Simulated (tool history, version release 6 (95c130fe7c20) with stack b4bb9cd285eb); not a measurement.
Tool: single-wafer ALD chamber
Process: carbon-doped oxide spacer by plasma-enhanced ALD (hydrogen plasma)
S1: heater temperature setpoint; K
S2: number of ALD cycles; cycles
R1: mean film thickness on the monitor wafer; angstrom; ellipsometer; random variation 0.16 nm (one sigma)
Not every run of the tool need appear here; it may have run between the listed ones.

run	hour	S1	S2	R1
1	0	683.15	534	252.05
2	5.3	683.15	490	231.19
3	7.2	683.15	423	200.6
4	13.8	674.15	423	205.11
5	22.1	680.15	423	200.81
6	25.3	679.15	447	211.81
7	31.5	678.15	469	223.94
8	40.3	677.15	486	231.3
9	46.3	676.15	503	239.38

Forecast run 10:
10	48	675.15	518	?

{"run 10": {"R1": 248.5}}
